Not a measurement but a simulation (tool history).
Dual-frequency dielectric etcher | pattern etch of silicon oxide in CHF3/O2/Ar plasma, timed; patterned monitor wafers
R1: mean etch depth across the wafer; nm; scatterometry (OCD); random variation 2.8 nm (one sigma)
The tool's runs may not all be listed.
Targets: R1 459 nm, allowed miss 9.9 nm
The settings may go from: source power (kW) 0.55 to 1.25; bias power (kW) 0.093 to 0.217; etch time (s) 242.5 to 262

{"run": 1, "hour": 0.0, "source power (kW)": 0.9, "bias power (kW)": 0.155, "etch time (s)": 262, "R1": 553.65}
{"run": 2, "hour": 8.8, "source power (kW)": 0.9, "bias power (kW)": 0.166, "etch time (s)": 262, "R1": 568.87}
{"run": 3, "hour": 15.4, "source power (kW)": 0.84, "bias power (kW)": 0.166, "etch time (s)": 262, "R1": 555.91}
{"run": 4, "hour": 21.2, "source power (kW)": 0.78, "bias power (kW)": 0.155, "etch time (s)": 260, "R1": 520.82}
{"run": 5, "hour": 22.3, "source power (kW)": 0.63, "bias power (kW)": 0.155, "etch time (s)": 260, "R1": 478.57}
{"run": 6, "hour": 25.2, "source power (kW)": 0.73, "bias power (kW)": 0.155, "etch time (s)": 260, "R1": 510.13}
{"run": 7, "hour": 26.3, "source power (kW)": 0.69, "bias power (kW)": 0.151, "etch time (s)": 259.5, "R1": 488.5}
{"run": 8, "hour": 33.4, "source power (kW)": 0.66, "bias power (kW)": 0.15, "etch time (s)": 259.5, "R1": 485.64}
{"run": 9, "hour": 42.3, "source power (kW)": 0.63, "bias power (kW)": 0.149, "etch time (s)": 259.5, "R1": 471.83}

4 next moves are on the table. One of them brings every result within its allowed miss. Which?
{"run": "A", "hour": 51.2, "source power (kW)": 0.64, "bias power (kW)": 0.159, "etch time (s)": 245, "R1": "?"}
{"run": "B", "hour": 51.2, "source power (kW)": 0.75, "bias power (kW)": 0.125, "etch time (s)": 262, "R1": "?"}
{"run": "C", "hour": 51.2, "source power (kW)": 0.63, "bias power (kW)": 0.173, "etch time (s)": 252, "R1": "?"}
{"run": "D", "hour": 51.2, "source power (kW)": 0.62, "bias power (kW)": 0.175, "etch time (s)": 257, "R1": "?"}

move=A R1=463.15
move=B R1=487.28
move=C R1=487.33
move=D R1=495.85
A: meets every target
B: further off than the last run
C: further off than the last run
D: further off than the last run
The right move is A.
